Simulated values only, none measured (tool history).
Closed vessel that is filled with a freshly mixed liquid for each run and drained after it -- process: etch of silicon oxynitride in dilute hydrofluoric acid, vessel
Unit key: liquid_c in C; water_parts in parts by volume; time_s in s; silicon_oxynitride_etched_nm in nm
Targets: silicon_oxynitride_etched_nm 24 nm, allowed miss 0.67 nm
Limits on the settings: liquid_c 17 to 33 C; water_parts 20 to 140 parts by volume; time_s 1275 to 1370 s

run,hour,liquid_c,water_parts,time_s,silicon_oxynitride_etched_nm
1,0,25,75,1275,30.485
2,6.2,23.5,75,1275,28.011
3,10.2,21.5,75,1275,25.897
4,12.7,24,75,1275,29.28
5,21.1,27.5,75,1275,34.411
6,28.2,27.5,75,1370,36.939
7,37.7,23.5,75,1370,30.944
8,42.7,22,75,1370,28.454
9,50.8,21,75,1370,27.566
10,56.4,20,75,1370,26.067
11,59.7,19.5,75,1370,25.364

Exercise: of the 4 proposed moves below, exactly one satisfies all targets within the stated allowed misses. Which move is it?
A,63,18.5,75,1275,?
B,63,22,90,1310,?
C,63,21,80,1310,?
D,63,17,70,1290,?

move,silicon_oxynitride_etched_nm
A,22.581
B,22.722
C,24.536
D,22.766
A: takes the result that was furthest off past its target
B: takes the result that was furthest off past its target
C: hits every target within its allowed miss
D: takes the result that was furthest off past its target
The right move is C.
